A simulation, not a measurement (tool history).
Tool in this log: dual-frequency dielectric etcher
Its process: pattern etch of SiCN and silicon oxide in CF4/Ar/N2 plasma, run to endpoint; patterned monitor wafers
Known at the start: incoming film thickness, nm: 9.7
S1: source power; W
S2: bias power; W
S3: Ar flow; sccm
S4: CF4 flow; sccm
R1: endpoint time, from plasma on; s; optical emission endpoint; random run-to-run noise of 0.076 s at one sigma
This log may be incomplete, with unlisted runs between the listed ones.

run  hour   S1  S2   S3  S4      R1
  1     0  420  68  105  49  13.934
  2   2.5  420  57  105  49  15.165
  3    11  420  57  120  49  15.321
  4  12.2  420  57  131  49  15.546
  5  19.2  420  50  131  49  16.258
     24.8  -- source power generator calibrated
  6  24.8  450  51  131  49  15.559
  7  29.2  480  52  131  49  14.707
  8  33.4  510  53  131  49  13.926

Predict the results of run 9:
  9  40.6  530  53  131  49   ?

R1: 13.587 s
